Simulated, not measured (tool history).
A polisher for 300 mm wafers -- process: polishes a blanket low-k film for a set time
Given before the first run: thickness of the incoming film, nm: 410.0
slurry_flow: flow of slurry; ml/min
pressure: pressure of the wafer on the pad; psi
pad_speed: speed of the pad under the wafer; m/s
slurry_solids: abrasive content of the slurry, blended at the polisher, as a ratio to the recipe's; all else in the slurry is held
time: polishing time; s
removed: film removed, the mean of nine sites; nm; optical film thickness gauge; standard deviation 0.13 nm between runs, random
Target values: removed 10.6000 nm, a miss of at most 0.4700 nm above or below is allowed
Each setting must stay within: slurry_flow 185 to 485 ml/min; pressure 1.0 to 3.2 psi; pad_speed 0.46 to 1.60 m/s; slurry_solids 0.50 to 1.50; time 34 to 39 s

{"run": 1, "day": 0.0, "slurry_flow": 310, "pressure": 2.1, "pad_speed": 1.02, "slurry_solids": 1.0, "time": 39, "removed": 20.63}
{"run": 2, "day": 0.071, "slurry_flow": 260, "pressure": 2.1, "pad_speed": 1.02, "slurry_solids": 1.0, "time": 39, "removed": 20.492}
{"run": 3, "day": 0.296, "slurry_flow": 260, "pressure": 1.9, "pad_speed": 0.98, "slurry_solids": 1.0, "time": 39, "removed": 18.191}
{"run": 4, "day": 0.383, "slurry_flow": 260, "pressure": 1.7, "pad_speed": 0.94, "slurry_solids": 1.0, "time": 39, "removed": 16.278}
{"run": 5, "day": 0.608, "slurry_flow": 260, "pressure": 1.7, "pad_speed": 1.08, "slurry_solids": 1.0, "time": 39, "removed": 17.913}
{"run": 6, "day": 0.975, "slurry_flow": 260, "pressure": 1.6, "pad_speed": 1.02, "slurry_solids": 1.0, "time": 39, "removed": 16.106}
{"run": 7, "day": 1.129, "slurry_flow": 260, "pressure": 1.6, "pad_speed": 1.02, "slurry_solids": 1.0, "time": 39, "removed": 16.285}
{"run": 8, "day": 1.404, "slurry_flow": 260, "pressure": 1.5, "pad_speed": 0.98, "slurry_solids": 1.0, "time": 39, "removed": 15.248}
{"run": 9, "day": 1.5, "slurry_flow": 260, "pressure": 1.4, "pad_speed": 0.94, "slurry_solids": 1.0, "time": 39, "removed": 13.735}
{"run": 10, "day": 1.85, "slurry_flow": 260, "pressure": 1.4, "pad_speed": 0.94, "slurry_solids": 1.0, "time": 39, "removed": 13.621}
{"run": 11, "day": 2.221, "slurry_flow": 260, "pressure": 1.3, "pad_speed": 0.92, "slurry_solids": 1.0, "time": 39, "removed": 12.685}
{"run": 12, "day": 2.267, "slurry_flow": 260, "pressure": 1.2, "pad_speed": 0.92, "slurry_solids": 1.0, "time": 39, "removed": 12.261}
{"run": 13, "day": 2.408, "slurry_flow": 260, "pressure": 1.2, "pad_speed": 0.9, "slurry_solids": 1.0, "time": 39, "removed": 11.719}

Which one of the following 5 next-run settings gets every result inside its allowed miss? There is exactly one.
{"run": "A", "day": 2.55, "slurry_flow": 270, "pressure": 1.0, "pad_speed": 0.96, "slurry_solids": 0.95, "time": 35, "removed": "?"}
{"run": "B", "day": 2.55, "slurry_flow": 225, "pressure": 1.1, "pad_speed": 0.84, "slurry_solids": 1.05, "time": 34, "removed": "?"}
{"run": "C", "day": 2.55, "slurry_flow": 235, "pressure": 1.2, "pad_speed": 0.8, "slurry_solids": 1.0, "time": 35, "removed": "?"}
{"run": "D", "day": 2.55, "slurry_flow": 185, "pressure": 1.5, "pad_speed": 0.66, "slurry_solids": 1.0, "time": 39, "removed": "?"}
{"run": "E", "day": 2.55, "slurry_flow": 335, "pressure": 1.0, "pad_speed": 1.1, "slurry_solids": 0.8, "time": 37, "removed": "?"}

move=A removed=9.4762
move=B removed=9.2736
move=C removed=9.5245
move=D removed=10.4030
move=E removed=9.8878
A: takes the biggest miss from the last run beyond its target
B: takes the biggest miss from the last run beyond its target
C: takes the biggest miss from the last run beyond its target
D: hits every target within its allowed miss
E: takes the biggest miss from the last run beyond its target
So the answer is move D, the one that meets all the targets.
